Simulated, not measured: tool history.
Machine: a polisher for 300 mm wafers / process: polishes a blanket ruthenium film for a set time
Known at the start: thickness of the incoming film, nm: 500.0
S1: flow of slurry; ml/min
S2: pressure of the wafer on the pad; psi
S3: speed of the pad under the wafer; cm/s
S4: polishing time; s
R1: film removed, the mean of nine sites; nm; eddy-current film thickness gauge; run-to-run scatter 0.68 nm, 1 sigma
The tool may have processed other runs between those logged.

run,hour,S1,S2,S3,S4,R1
1,0.0,315,2.2,122,75,96.220
2,7.3,315,2.7,122,75,117.170
3,16.3,315,2.7,122,78,121.690
4,22.0,315,2.5,122,78,111.080
5,26.4,315,2.4,122,78,108.180
6,34.3,315,2.3,122,78,103.670
7,42.5,315,2.2,122,78,99.965

Predict the results of run 8:
8,50.4,315,2.1,122,78,?

{"run 8": {"R1": 94.85}}
